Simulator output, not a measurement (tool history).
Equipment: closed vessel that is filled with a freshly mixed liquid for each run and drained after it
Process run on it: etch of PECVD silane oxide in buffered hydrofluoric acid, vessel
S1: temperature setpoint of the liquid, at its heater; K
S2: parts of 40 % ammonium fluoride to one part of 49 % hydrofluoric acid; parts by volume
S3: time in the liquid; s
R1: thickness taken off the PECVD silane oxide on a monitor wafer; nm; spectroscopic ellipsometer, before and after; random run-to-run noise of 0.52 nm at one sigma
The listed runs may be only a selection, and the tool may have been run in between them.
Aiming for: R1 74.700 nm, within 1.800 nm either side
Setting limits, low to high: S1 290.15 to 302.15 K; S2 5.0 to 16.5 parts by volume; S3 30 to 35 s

run 1 hour=0.0 | S1=294.15 S2=10.0 S3=35 | R1=94.420
run 2 hour=5.9 | S1=296.15 S2=10.0 S3=35 | R1=104.050
run 3 hour=9.9 | S1=296.15 S2=8.5 S3=35 | R1=120.820
run 4 hour=16.5 | S1=296.15 S2=10.0 S3=35 | R1=104.950
run 5 hour=21.7 | S1=294.15 S2=10.0 S3=35 | R1=94.171
run 6 hour=28.2 | S1=296.65 S2=10.0 S3=35 | R1=108.180
run 7 hour=32.8 | S1=296.65 S2=10.0 S3=35 | R1=108.790
run 8 hour=38.5 | S1=295.65 S2=10.0 S3=35 | R1=103.020
run 9 hour=45.1 | S1=294.65 S2=10.0 S3=35 | R1=96.400

Which of these 4 next moves meets every target?
run A hour=51.7 | S1=292.65 S2=10.0 S3=30 | R1=?
run B hour=51.7 | S1=294.15 S2=6.0 S3=30 | R1=?
run C hour=51.7 | S1=294.65 S2=8.0 S3=35 | R1=?
run D hour=51.7 | S1=294.65 S2=9.0 S3=30 | R1=?

move=A R1=74.360
move=B R1=129.660
move=C R1=117.780
move=D R1=88.840
A: hits every target within its allowed miss
B: further off than the last run
C: further off than the last run
D: moves toward the targets from the last run without getting all of them in spec
Go with A: it meets all targets.
